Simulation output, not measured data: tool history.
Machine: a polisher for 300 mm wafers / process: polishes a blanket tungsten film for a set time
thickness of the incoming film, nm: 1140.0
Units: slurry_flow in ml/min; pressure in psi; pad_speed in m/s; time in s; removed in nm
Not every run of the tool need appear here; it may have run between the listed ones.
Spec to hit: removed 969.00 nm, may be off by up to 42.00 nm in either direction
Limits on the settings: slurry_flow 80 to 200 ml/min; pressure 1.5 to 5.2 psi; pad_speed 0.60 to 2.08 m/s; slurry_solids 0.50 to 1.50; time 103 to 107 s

run  hour  slurry_flow  pressure  pad_speed  slurry_solids  time  removed
  1   0.0          130       3.3       1.34           1.00   103   638.90
  2   2.0          130       3.3       1.34           1.00   107   660.46
  3   5.3          130       3.7       1.34           1.00   107   720.73
  4  10.6          130       3.7       1.34           1.00   103   674.46
  5  18.2          130       3.7       1.34           0.90   103   673.15
  6  25.0          130       3.9       1.34           0.90   103   702.12
  7  32.2          130       4.1       1.34           0.90   103   728.74
  8  34.3          130       4.3       1.34           0.90   103   771.31
  9  40.8          130       4.4       1.34           0.90   103   771.52
 10  49.3          130       4.5       1.34           0.90   103   788.80
 11  53.1          130       4.6       1.34           0.90   103   804.10
 12  53.9          130       4.7       1.34           0.90   103   812.89
 13  59.2          130       4.8       1.36           0.90   103   840.34
 14  63.4          130       4.9       1.38           0.90   103   866.61
 15  70.3          135       5.1       1.42           0.90   103   938.44

Below are 4 possible settings for the next run. Only one of them brings all results inside the allowed miss of their targets. Which is it?
  A  77.2          135       4.7       1.46           0.85   106        ?
  B  77.2          115       4.9       1.50           0.75   103        ?
  C  77.2          135       5.1       1.56           0.85   103        ?
  D  77.2          155       4.8       1.32           0.90   107        ?

move  removed
   A   902.56
   B   888.52
   C   986.09
   D   883.95
A: its largest miss is bigger than the last run's
B: its largest miss is bigger than the last run's
C: each result inside its tolerance
D: its largest miss is bigger than the last run's
Move C is the one to make.
